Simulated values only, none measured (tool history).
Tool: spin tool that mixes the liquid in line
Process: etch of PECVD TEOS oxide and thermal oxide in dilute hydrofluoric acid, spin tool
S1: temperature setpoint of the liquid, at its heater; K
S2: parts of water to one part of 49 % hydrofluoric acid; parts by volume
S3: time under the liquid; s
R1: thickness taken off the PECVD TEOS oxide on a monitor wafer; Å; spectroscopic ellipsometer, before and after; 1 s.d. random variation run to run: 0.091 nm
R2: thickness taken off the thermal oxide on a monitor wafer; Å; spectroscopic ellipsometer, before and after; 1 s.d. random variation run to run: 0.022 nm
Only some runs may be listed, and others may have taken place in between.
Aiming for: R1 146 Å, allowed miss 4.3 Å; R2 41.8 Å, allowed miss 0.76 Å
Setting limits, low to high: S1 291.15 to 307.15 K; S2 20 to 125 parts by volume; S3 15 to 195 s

| run | hour | S1 | S2 | S3 | R1 | R2 |
|---|---|---|---|---|---|---|
| 1 | 0 | 299.15 | 70 | 100 | 209.25 | 60.304 |
| 2 | 7.2 | 297.15 | 70 | 100 | 195.94 | 56.276 |
| 3 | 10.7 | 295.15 | 70 | 100 | 178.83 | 51.138 |
| 4 | 18 | 295.15 | 70 | 60 | 108.15 | 30.732 |
|  | 21 | thermometer replaced |
| 5 | 21 | 295.15 | 70 | 95 | 180.23 | 51.792 |
| 6 | 27.3 | 295.15 | 95 | 95 | 129.28 | 36.663 |
| 7 | 27.9 | 296.15 | 95 | 95 | 134.13 | 38.333 |
| 8 | 32.5 | 296.65 | 95 | 95 | 135.6 | 38.97 |

Of the 4 settings listed for the next run, only one would bring every result within its allowed miss of target. Which one?
| A | 37.1 | 295.65 | 100 | 105 | ? | ? |
| B | 37.1 | 295.65 | 70 | 75 | ? | ? |
| C | 37.1 | 297.15 | 100 | 100 | ? | ? |
| D | 37.1 | 294.65 | 95 | 105 | ? | ? |

| move | R1 | R2 |
|---|---|---|
| A | 137.41 | 39.491 |
| B | 145.41 | 41.791 |
| C | 138.94 | 39.93 |
| D | 139.73 | 40.159 |
A: moves toward the targets from the last run without getting all of them in spec
B: meets every target
C: moves toward the targets from the last run without getting all of them in spec
D: moves toward the targets from the last run without getting all of them in spec
Correct choice: B, which meets every target
